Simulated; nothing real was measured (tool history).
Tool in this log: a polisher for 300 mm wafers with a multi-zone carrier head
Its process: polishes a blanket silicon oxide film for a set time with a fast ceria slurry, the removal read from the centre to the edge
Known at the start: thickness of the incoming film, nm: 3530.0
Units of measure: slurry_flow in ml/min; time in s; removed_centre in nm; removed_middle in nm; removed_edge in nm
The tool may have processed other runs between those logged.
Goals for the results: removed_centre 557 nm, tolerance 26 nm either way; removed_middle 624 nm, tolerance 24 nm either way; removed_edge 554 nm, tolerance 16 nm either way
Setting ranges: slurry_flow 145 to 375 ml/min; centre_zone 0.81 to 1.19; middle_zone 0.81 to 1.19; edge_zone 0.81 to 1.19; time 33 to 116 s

| run | day | slurry_flow | centre_zone | middle_zone | edge_zone | time | removed_centre | removed_middle | removed_edge |
|---|---|---|---|---|---|---|---|---|---|
| 1 | 0 | 240 | 1 | 1 | 1 | 74 | 1009.1 | 1028.6 | 1041.9 |
| 2 | 0.204 | 240 | 1.06 | 1 | 1 | 74 | 1057 | 1013.5 | 1046.6 |
| 3 | 0.296 | 240 | 1.06 | 1 | 1 | 92 | 1352.2 | 1292 | 1276.3 |
| 4 | 0.479 | 215 | 1.05 | 1.03 | 0.95 | 76 | 1087.6 | 1035.3 | 1017.1 |
| 5 | 0.658 | 210 | 1.01 | 1.06 | 0.92 | 65 | 887.92 | 943.29 | 878.89 |
| 6 | 0.725 | 265 | 1.01 | 1.06 | 0.92 | 65 | 929.48 | 960.28 | 876.65 |
| 7 | 0.867 | 260 | 0.99 | 1.06 | 0.89 | 57 | 769.56 | 827.03 | 776.78 |
| 8 | 1.217 | 260 | 0.99 | 1.08 | 0.87 | 51 | 706.28 | 753.02 | 693.33 |
| 9 | 1.475 | 260 | 0.98 | 1.09 | 0.86 | 47 | 649.67 | 710.52 | 633.27 |
| 10 | 1.775 | 255 | 0.97 | 1.09 | 0.85 | 45 | 609.93 | 676.66 | 602.69 |
| 11 | 2.1 | 195 | 0.96 | 1.08 | 0.81 | 42 | 540.29 | 596.54 | 540.38 |
| 12 | 2.304 | 200 | 0.96 | 1.08 | 0.81 | 42 | 521.63 | 599.51 | 539.34 |
| 13 | 2.342 | 210 | 1.02 | 1.11 | 0.83 | 43 | 602.84 | 632.58 | 563.97 |
| 14 | 2.608 | 205 | 1.01 | 1.11 | 0.83 | 43 | 574.61 | 637.2 | 551.1 |

Pick the move, out of 5, that brings all results within their allowed miss; only one does.
| A | 2.875 | 185 | 1.01 | 1.14 | 0.81 | 45 | ? | ? | ? |
| B | 2.875 | 180 | 0.99 | 1.11 | 0.86 | 43 | ? | ? | ? |
| C | 2.875 | 160 | 0.92 | 1.14 | 0.93 | 43 | ? | ? | ? |
| D | 2.875 | 260 | 1.03 | 1.18 | 0.88 | 41 | ? | ? | ? |
| E | 2.875 | 225 | 1.05 | 0.99 | 0.85 | 43 | ? | ? | ? |

| move | removed_centre | removed_middle | removed_edge |
|---|---|---|---|
| A | 588.06 | 673.8 | 574.39 |
| B | 547.49 | 626.15 | 557.17 |
| C | 495.17 | 625.88 | 561.32 |
| D | 578.32 | 664.97 | 556.99 |
| E | 604.66 | 588.99 | 571.19 |
A: the biggest miss grows against the last run
B: in spec on every target
C: moves the result that the last run missed by most past its target, out the other side
D: the worst result of the last run now meets its target, but another is out of spec
E: the biggest miss grows against the last run
B is the move that brings every result within its allowed miss.
